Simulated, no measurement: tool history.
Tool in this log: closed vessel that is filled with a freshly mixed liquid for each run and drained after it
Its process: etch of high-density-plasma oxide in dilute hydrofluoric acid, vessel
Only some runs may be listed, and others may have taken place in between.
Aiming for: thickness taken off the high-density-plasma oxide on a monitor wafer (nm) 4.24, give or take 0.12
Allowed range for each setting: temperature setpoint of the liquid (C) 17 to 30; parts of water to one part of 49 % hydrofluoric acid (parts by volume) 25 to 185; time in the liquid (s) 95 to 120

run    day  temperature setpoint of the liquid (C)  parts of water to one part of 49 % hydrofluoric acid (parts by volume)  time in the liquid (s)  thickness taken off the high-density-plasma oxide on a monitor wafer (nm)
  1      0                                      22                                                                     105                     120                                                                     4.9728
  2  0.192                                      22                                                                      90                     120                                                                      5.873
  3  0.333                                    18.5                                                                      90                     120                                                                     4.9957
  4  0.675                                      17                                                                      90                     120                                                                     4.7604
  5  0.721                                      17                                                                      65                     120                                                                     6.7776
  6  0.921                                      17                                                                      70                     120                                                                     6.3158
  7  1.171                                      17                                                                      75                     120                                                                     5.8588
  8  1.321                                      17                                                                      80                     120                                                                     5.4101
  9  1.467                                      17                                                                      85                     120                                                                     5.0997
 10  1.825                                      17                                                                      95                     120                                                                     4.5033

Next run, 5 choices. One meets every target within its allowed miss, the rest don't. Which?
  A  2.183                                    17.5                                                                      85                     115                                                                          ?
  B  2.183                                      17                                                                      80                      95                                                                          ?
  C  2.183                                      18                                                                      90                     115                                                                          ?
  D  2.183                                      18                                                                      90                     120                                                                          ?
  E  2.183                                      17                                                                      90                     115                                                                          ?

move  thickness taken off the high-density-plasma oxide on a monitor wafer (nm)
   A                                                                     4.9953
   B                                                                     4.3153
   C                                                                     4.7925
   D                                                                     5.0009
   E                                                                     4.5942
A: lands further from the targets than the last run did
B: all results in spec
C: lands further from the targets than the last run did
D: lands further from the targets than the last run did
E: lands further from the targets than the last run did
The move that meets every target is B.
